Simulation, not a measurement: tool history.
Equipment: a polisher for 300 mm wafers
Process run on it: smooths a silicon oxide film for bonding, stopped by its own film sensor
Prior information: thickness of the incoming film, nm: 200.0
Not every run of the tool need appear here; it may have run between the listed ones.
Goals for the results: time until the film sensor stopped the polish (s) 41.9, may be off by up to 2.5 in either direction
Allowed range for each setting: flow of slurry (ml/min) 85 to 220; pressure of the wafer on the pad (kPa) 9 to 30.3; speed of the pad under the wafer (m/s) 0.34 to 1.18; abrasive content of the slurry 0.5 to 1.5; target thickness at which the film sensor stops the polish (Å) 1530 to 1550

run  hour  flow of slurry (ml/min)  pressure of the wafer on the pad (kPa)  speed of the pad under the wafer (m/s)  abrasive content of the slurry  target thickness at which the film sensor stops the polish (Å)  time until the film sensor stopped the polish (s)
  1     0                      140                                    19.3                                    0.76                               1                                                            1550                                             59.077
  2   6.8                      140                                    19.3                                    0.76                             0.8                                                            1550                                             68.809
  3  12.9                      140                                    22.8                                    0.76                             0.8                                                            1550                                             60.158
  4  17.3                      140                                    22.8                                    0.76                             0.7                                                            1550                                              63.33
  5  22.6                      140                                      20                                    0.76                             0.7                                                            1550                                             71.965
  6  25.9                      140                                    22.1                                    0.76                             0.7                                                            1550                                             66.851
  7  32.8                      140                                    23.4                                    0.78                             0.7                                                            1550                                             61.409
  8  37.7                      140                                    24.8                                     0.8                             0.7                                                            1550                                             58.034
  9  44.1                      140                                    25.5                                    0.82                             0.7                                                            1550                                             56.704
 10  48.8                      140                                    26.2                                    0.84                             0.7                                                            1550                                             55.359
 11  55.1                      140                                    26.9                                    0.86                             0.7                                                            1550                                             52.262
 12  58.2                      140                                    27.6                                    0.88                             0.7                                                            1550                                             49.262
 13  61.9                      140                                    28.3                                     0.9                             0.7                                                            1550                                             49.303
 14  68.5                      140                                      29                                    0.92                             0.7                                                            1550                                             47.975
 15  74.3                      140                                      29                                    0.94                             0.7                                                            1550                                             46.774
 16  79.4                      140                                      29                                    0.96                             0.7                                                            1550                                             47.558

Exactly one of the 5 candidate moves below puts every result within its allowed miss. Which one?
  A  84.5                      135                                    27.6                                    0.96                             0.6                                                            1530                                                  ?
  B  84.5                      150                                    27.6                                    0.94                            0.75                                                            1540                                                  ?
  C  84.5                       90                                      29                                    0.94                             0.7                                                            1550                                                  ?
  D  84.5                      140                                    30.3                                    1.04                             0.7                                                            1550                                                  ?
  E  84.5                      130                                    25.5                                    1.12                            0.75                                                            1530                                                  ?

move  time until the film sensor stopped the polish (s)
   A                                              57.91
   B                                             47.671
   C                                             51.935
   D                                             43.096
   E                                             48.715
A: further off than the last run
B: about as far from the targets as the last run
C: further off than the last run
D: all results in spec
E: further off than the last run
Move D is the one to make.
